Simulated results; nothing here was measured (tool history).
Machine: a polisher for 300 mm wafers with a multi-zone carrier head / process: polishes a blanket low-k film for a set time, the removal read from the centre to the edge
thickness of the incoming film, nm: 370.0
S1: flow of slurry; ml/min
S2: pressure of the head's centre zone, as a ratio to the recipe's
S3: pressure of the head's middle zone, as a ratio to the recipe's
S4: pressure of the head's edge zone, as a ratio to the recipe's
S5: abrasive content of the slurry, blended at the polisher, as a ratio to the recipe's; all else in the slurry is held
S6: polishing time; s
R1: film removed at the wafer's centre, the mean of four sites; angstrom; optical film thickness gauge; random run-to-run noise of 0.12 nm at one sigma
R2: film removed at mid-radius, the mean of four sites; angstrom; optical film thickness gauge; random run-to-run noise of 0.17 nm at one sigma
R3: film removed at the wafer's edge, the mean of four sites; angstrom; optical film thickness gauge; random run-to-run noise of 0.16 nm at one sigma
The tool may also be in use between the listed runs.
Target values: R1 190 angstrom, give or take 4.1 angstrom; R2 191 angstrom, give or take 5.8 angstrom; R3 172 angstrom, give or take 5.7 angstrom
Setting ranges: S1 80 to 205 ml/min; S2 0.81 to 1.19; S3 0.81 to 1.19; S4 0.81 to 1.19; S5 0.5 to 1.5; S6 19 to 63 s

run  hour   S1    S2    S3    S4    S5  S6      R1      R2      R3
  1     0  135     1     1     1     1  41  146.62   141.8  136.87
  2   3.8  145  1.01  1.03  1.03  1.05  41  153.71  155.93   144.3
  3   6.4  155  1.03  1.03  1.06  1.05  41   159.2  156.36  148.98
  4  10.6  155  1.03  0.99  1.06  1.05  41  159.16   151.8  146.77
  5  17.5  160  1.05  1.01  1.08  1.05  41  164.52  154.01  150.93
  6  21.5  160  1.05  0.94  1.08  1.05  41  165.02  145.29  147.78
  7  30.4  165  1.06  0.98  1.09  1.05  41   166.8  149.02  149.05
  8  38.3  170  1.07  1.01   1.1  1.05  41  168.45  156.37   150.7
  9  40.7  170  1.08  1.03  1.11   1.1  41  174.33  162.15  156.91
 10  47.1  205   1.1  1.13  1.16  1.15  41  187.91  183.12  168.74

Which one of the following 4 next-run settings gets every result inside its allowed miss? There is exactly one.
  A  53.5  205  1.08  1.14  1.14  1.15  42   ?   ?   ?
  B  53.5  190  1.07  1.12  1.19   1.4  37   ?   ?   ?
  C  53.5  180  1.12  1.07  1.19   1.2  41   ?   ?   ?
  D  53.5  205  1.12  1.17  1.15     1  43   ?   ?   ?

move      R1      R2      R3
   A  189.13  191.11  170.12
   B  179.44  180.47  167.32
   C   191.4  177.23   171.4
   D  184.94  184.35  161.16
A: hits every target within its allowed miss
B: moves away from the targets compared with the last run
C: moves away from the targets compared with the last run
D: moves away from the targets compared with the last run
Move A is the one to make.
